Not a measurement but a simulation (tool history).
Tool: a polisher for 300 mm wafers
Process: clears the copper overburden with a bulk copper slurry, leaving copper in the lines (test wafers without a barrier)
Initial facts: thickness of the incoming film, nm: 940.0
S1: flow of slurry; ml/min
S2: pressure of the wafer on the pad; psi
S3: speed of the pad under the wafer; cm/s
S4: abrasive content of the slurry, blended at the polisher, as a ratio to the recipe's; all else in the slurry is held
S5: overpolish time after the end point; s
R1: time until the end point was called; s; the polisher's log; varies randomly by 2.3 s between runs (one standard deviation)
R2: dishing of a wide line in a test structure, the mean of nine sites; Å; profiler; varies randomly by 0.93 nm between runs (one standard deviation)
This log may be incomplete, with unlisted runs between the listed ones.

run  hour   S1   S2   S3   S4  S5      R1      R2
  1     0  180  2.7  112    1  24   74.19  1053.6
  2   1.4  180  2.7   96    1  24  88.841  1000.4
  3   2.5  180  2.4   94    1  24  99.726  906.21
  4   7.2  180  2.4   94  0.8  24  106.59  876.54
  5  14.1  180  2.4   94  0.9  24  100.69  914.99
  6  18.1  180  2.9   94  0.9  24  85.845  1009.2

Predict the results of run 7:
  7  20.1  180  2.6  92  0.9  25   ?   ?

{"run 7": {"R1": 98.718, "R2": 951.32}}
